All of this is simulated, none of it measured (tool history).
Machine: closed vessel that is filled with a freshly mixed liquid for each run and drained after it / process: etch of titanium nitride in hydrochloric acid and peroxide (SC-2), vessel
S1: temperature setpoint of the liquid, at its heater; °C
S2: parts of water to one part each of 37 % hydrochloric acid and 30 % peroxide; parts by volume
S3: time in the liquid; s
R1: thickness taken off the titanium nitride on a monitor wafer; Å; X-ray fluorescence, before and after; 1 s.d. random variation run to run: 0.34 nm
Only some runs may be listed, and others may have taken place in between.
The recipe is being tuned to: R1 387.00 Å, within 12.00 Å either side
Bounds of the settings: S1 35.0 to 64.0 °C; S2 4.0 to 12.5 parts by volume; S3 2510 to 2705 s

Run 1, hour 0.0: S1 48.0 °C, S2 7.0 parts by volume, S3 2510 s. Result: R1 723.55 Å.
Run 2, hour 8.0: S1 48.0 °C, S2 7.0 parts by volume, S3 2510 s. Result: R1 736.44 Å.
Run 3, hour 17.8: S1 53.5 °C, S2 7.0 parts by volume, S3 2510 s. Result: R1 1049.80 Å.
Run 4, hour 26.7: S1 60.5 °C, S2 7.0 parts by volume, S3 2510 s. Result: R1 1653.80 Å.
Run 5, hour 30.8: S1 60.5 °C, S2 8.0 parts by volume, S3 2510 s. Result: R1 1476.30 Å.
Run 6, hour 38.3: S1 60.5 °C, S2 8.0 parts by volume, S3 2705 s. Result: R1 1571.20 Å.
Run 7, hour 48.0: S1 57.0 °C, S2 8.0 parts by volume, S3 2705 s. Result: R1 1274.50 Å.
Run 8, hour 50.2: S1 54.0 °C, S2 8.0 parts by volume, S3 2705 s. Result: R1 1053.00 Å.
Run 9, hour 55.4: S1 51.5 °C, S2 8.0 parts by volume, S3 2705 s. Result: R1 894.45 Å.
Run 10, hour 63.8: S1 49.5 °C, S2 8.0 parts by volume, S3 2705 s. Result: R1 778.42 Å.
Run 11, hour 68.7: S1 48.0 °C, S2 8.0 parts by volume, S3 2705 s. Result: R1 701.88 Å.
Run 12, hour 72.0: S1 46.5 °C, S2 8.0 parts by volume, S3 2705 s. Result: R1 630.17 Å.
Run 13, hour 79.1: S1 46.5 °C, S2 8.0 parts by volume, S3 2705 s. Result: R1 636.91 Å.
Run 14, hour 85.9: S1 45.5 °C, S2 8.0 parts by volume, S3 2705 s. Result: R1 601.53 Å.
Run 15, hour 87.8: S1 45.5 °C, S2 8.0 parts by volume, S3 2705 s. Result: R1 588.30 Å.
Run 16, hour 95.8: S1 38.0 °C, S2 8.0 parts by volume, S3 2705 s. Result: R1 352.31 Å.

4 candidate next runs follow, results not yet known. Just one meets every target within its allowed miss. Identify it.
Run A, hour 103.8: S1 38.5 °C, S2 8.0 parts by volume, S3 2655 s. Result: R1 ?.
Run B, hour 103.8: S1 44.5 °C, S2 10.0 parts by volume, S3 2510 s. Result: R1 ?.
Run C, hour 103.8: S1 40.0 °C, S2 8.0 parts by volume, S3 2705 s. Result: R1 ?.
Run D, hour 103.8: S1 40.0 °C, S2 8.5 parts by volume, S3 2705 s. Result: R1 ?.

move      R1
   A  356.98
   B  428.89
   C  404.79
   D  385.51
A: nearer than the last run, and not there yet
B: takes the biggest miss from the last run beyond its target
C: takes the biggest miss from the last run beyond its target
D: every result within its allowed miss
Move D is the one to make.

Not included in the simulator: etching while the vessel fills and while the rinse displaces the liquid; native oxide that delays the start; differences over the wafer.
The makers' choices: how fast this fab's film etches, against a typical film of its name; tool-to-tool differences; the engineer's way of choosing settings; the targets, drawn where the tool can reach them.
